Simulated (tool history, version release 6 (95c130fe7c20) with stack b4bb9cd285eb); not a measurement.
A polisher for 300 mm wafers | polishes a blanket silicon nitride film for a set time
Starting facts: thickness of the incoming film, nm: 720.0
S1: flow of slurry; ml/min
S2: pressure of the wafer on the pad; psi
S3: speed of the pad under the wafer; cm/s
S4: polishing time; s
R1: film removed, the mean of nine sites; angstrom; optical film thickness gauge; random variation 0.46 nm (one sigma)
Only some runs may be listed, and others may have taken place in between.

run 1 hour=0.0 | S1=295 S2=4.0 S3=122 S4=43 | R1=951.11
run 2 hour=0.7 | S1=295 S2=4.0 S3=122 S4=43 | R1=937.87
run 3 hour=8.5 | S1=295 S2=4.0 S3=122 S4=43 | R1=945.77
run 4 hour=13.7 | S1=340 S2=4.0 S3=122 S4=43 | R1=963.22
run 5 hour=15.7 | S1=340 S2=4.0 S3=134 S4=43 | R1=1017.20
run 6 hour=16.4 | S1=340 S2=4.0 S3=106 S4=43 | R1=875.12
run 7 hour=23.9 | S1=340 S2=3.6 S3=104 S4=43 | R1=789.34

Forecast run 8:
run 8 hour=32.8 | S1=335 S2=2.5 S3=94 S4=43 | R1=?

R1: 512.30 angstrom

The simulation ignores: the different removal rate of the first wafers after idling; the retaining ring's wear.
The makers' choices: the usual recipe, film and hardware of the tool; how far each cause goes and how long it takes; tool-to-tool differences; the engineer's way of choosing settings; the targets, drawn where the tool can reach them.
